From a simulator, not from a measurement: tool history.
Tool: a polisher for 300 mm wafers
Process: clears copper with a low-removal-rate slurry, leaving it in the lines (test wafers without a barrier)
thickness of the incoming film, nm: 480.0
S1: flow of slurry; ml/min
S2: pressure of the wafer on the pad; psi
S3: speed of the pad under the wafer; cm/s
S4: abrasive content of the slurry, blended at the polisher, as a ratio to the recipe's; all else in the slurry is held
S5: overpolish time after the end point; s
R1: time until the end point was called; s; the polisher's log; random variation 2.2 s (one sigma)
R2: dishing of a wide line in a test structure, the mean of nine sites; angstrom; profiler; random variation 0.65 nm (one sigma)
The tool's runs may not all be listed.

run  hour   S1   S2   S3    S4  S5      R1      R2
  1     0  285  3.6  136     1  17  102.66  506.41
  2   8.9  285  3.6  136  1.15  17  103.46  524.69
  3  12.6  285  3.6  136  1.25  17  99.865  499.59
  4  13.5  285  3.5  136  1.25  16  103.55  500.21
  5  17.2  240  3.5  136  1.25  16  103.09  483.65
  6  19.8  240  3.4  136  1.25  15  105.07  469.59
  7  20.6  245  3.3  134  1.25  14  106.51     403
  8  24.5  245  3.2  134  1.25  14  112.66  400.68
  9  29.4  245  3.1  134  1.25  13  112.18  374.17
 10  38.1  245  3.1  134  1.25  13   111.9  367.16

Run 11 comes next. What will it give?
 11  42.3  245   3  134  1.25  13   ?   ?

R1: 117.44 s
R2: 345.45 angstrom
